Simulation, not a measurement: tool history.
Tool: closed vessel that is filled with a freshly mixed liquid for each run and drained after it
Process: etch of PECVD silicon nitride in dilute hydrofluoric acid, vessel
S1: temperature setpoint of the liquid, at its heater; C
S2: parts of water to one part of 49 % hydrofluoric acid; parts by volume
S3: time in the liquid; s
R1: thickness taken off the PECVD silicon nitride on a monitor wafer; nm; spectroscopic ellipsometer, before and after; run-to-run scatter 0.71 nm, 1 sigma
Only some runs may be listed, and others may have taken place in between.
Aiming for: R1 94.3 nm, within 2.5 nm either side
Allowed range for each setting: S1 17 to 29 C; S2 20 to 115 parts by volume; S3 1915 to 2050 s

Run 1, hour 0: S1 21 C, S2 65 parts by volume, S3 1915 s. Result: R1 55.284 nm.
Run 2, hour 9.6: S1 21 C, S2 80 parts by volume, S3 1915 s. Result: R1 44.793 nm.
Run 3, hour 15.2: S1 22.5 C, S2 75 parts by volume, S3 1915 s. Result: R1 53.171 nm.
Run 4, hour 24.7: S1 24 C, S2 75 parts by volume, S3 1915 s. Result: R1 58.546 nm.
Run 5, hour 30.3: S1 25 C, S2 75 parts by volume, S3 1915 s. Result: R1 62.866 nm.
Run 6, hour 37.3: S1 26 C, S2 75 parts by volume, S3 1915 s. Result: R1 66.505 nm.
Run 7, hour 39.8: S1 26.5 C, S2 75 parts by volume, S3 1915 s. Result: R1 68.946 nm.
Run 8, hour 47.4: S1 27 C, S2 75 parts by volume, S3 1915 s. Result: R1 71.936 nm.

5 next moves are on the table. One of them brings every result within its allowed miss. Which?
Run A, hour 55: S1 27.5 C, S2 65 parts by volume, S3 1975 s. Result: R1 ?.
Run B, hour 55: S1 28 C, S2 65 parts by volume, S3 2050 s. Result: R1 ?.
Run C, hour 55: S1 29 C, S2 80 parts by volume, S3 2035 s. Result: R1 ?.
Run D, hour 55: S1 29 C, S2 70 parts by volume, S3 1925 s. Result: R1 ?.
Run E, hour 55: S1 28 C, S2 70 parts by volume, S3 2045 s. Result: R1 ?.

move      R1
   A  87.027
   B  93.318
   C  80.366
   D  86.842
   E  86.492
A: closes in on the targets versus the last run, not all within tolerance yet
B: meets every target
C: closes in on the targets versus the last run, not all within tolerance yet
D: closes in on the targets versus the last run, not all within tolerance yet
E: closes in on the targets versus the last run, not all within tolerance yet
Answer: B
